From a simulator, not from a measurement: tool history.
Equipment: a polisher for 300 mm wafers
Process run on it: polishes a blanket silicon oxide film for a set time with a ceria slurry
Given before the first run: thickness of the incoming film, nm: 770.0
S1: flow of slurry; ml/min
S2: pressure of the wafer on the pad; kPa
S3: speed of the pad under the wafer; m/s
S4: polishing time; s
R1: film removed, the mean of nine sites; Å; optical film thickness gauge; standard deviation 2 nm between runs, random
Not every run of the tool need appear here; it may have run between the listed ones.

| run | hour | S1 | S2 | S3 | S4 | R1 |
|---|---|---|---|---|---|---|
| 1 | 0 | 200 | 29 | 1 | 32 | 2154.7 |
| 2 | 6.6 | 200 | 29 | 0.8 | 32 | 1793.9 |
| 3 | 12.6 | 205 | 30.3 | 0.8 | 32 | 1875.5 |
| 4 | 13.1 | 205 | 30.3 | 0.56 | 32 | 1393.3 |
| 5 | 21.3 | 210 | 32.4 | 0.58 | 32 | 1547.6 |
| 6 | 28.8 | 210 | 24.8 | 0.58 | 32 | 1201.8 |
| 7 | 34.8 | 210 | 27.6 | 0.6 | 32 | 1355.2 |
| 8 | 42.4 | 215 | 29.6 | 0.62 | 32 | 1519 |
| 9 | 49.9 | 225 | 31.7 | 0.62 | 32 | 1633.4 |
| 10 | 55.7 | 230 | 33.1 | 0.62 | 32 | 1682.6 |
| 11 | 61.7 | 230 | 34.5 | 0.64 | 32 | 1797.2 |
| 12 | 67.2 | 235 | 35.9 | 0.66 | 32 | 1912.1 |
| 13 | 72.6 | 235 | 37.2 | 0.68 | 32 | 2040.5 |

What does the tool deliver on the next run?
| 14 | 79.2 | 235 | 37.2 | 0.68 | 32 | ? |

{"run 14": {"R1": 2027.9}}
